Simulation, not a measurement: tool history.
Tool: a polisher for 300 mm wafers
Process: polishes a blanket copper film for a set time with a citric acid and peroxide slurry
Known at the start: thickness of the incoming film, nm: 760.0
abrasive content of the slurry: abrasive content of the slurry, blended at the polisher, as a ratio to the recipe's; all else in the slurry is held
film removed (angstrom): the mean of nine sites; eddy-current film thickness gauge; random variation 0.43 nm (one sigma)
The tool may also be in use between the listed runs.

run  hour  flow of slurry (ml/min)  pressure of the wafer on the pad (psi)  speed of the pad under the wafer (cm/s)  abrasive content of the slurry  polishing time (s)  film removed (angstrom)
  1     0                      235                                     2.2                                       82                               1                  37                   410.74
  2   4.9                      235                                       2                                       82                               1                  37                   367.82
  3   9.8                      260                                       2                                       82                               1                  37                   381.82
  4  16.2                      255                                     1.9                                       82                               1                  37                    358.4
  5  20.7                      285                                     1.9                                       82                               1                  37                    360.8
  6  24.3                      285                                     1.9                                      100                               1                  37                   433.61
  7  28.2                      285                                     1.7                                      100                               1                  37                    393.6

Forecast run 8:
  8  33.7                      285                                     1.5                                      100                               1                  37                        ?

{"run 8": {"film removed (angstrom)": 355.84}}

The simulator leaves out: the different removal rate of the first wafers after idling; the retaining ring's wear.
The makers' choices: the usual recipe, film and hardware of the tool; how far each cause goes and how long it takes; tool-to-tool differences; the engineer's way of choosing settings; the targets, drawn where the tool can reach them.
